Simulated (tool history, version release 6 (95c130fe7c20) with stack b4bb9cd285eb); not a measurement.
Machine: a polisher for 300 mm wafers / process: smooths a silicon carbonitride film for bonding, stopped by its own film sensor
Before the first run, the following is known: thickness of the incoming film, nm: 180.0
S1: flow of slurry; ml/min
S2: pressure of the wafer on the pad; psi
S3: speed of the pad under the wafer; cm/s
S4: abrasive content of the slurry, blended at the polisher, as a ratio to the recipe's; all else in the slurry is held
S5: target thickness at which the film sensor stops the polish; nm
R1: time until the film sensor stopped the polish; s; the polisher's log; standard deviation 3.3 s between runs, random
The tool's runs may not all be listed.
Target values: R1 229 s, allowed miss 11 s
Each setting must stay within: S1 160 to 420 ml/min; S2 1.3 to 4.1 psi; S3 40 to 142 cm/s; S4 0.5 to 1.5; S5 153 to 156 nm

run  hour   S1   S2  S3    S4   S5      R1
  1     0  270  2.7  90     1  153  81.608
  2     4  270  2.7  90     1  156  70.729
  3   6.7  270  2.7  90   1.1  156  67.252
  4   7.4  270  2.6  84  1.05  156  75.168
  5  12.9  270  2.6  84  1.05  156  73.512
  6  21.1  260  2.5  80     1  156  80.627
  7  22.3  250  2.4  76  0.95  156  89.075
  8  23.4  250  2.3  72   0.9  156  101.74
  9  27.7  250  2.2  68  0.85  156  115.31
 10  36.7  250  2.1  66  0.85  156  119.39
 11  41.3  250    2  64  0.85  156  125.68
 12  45.1  250    2  64  0.85  156  127.96
 13  50.2  250  1.9  62  0.85  156  138.87
 14  55.9  250  1.3  40  0.75  155  272.17

Which one of the following 4 next-run settings gets every result inside its allowed miss? There is exactly one.
  A  61.6  290  1.9  58   0.6  156   ?
  B  61.6  260  1.3  54   0.8  155   ?
  C  61.6  390  1.6  46  0.65  153   ?
  D  61.6  320  1.4  60   0.8  154   ?

move      R1
   A  207.54
   B  228.15
   C   264.2
   D  209.35
A: carries the result that was furthest off beyond its target, to the other side
B: all results in spec
C: nearer than the last run, and not there yet
D: carries the result that was furthest off beyond its target, to the other side
The move that meets every target is B.
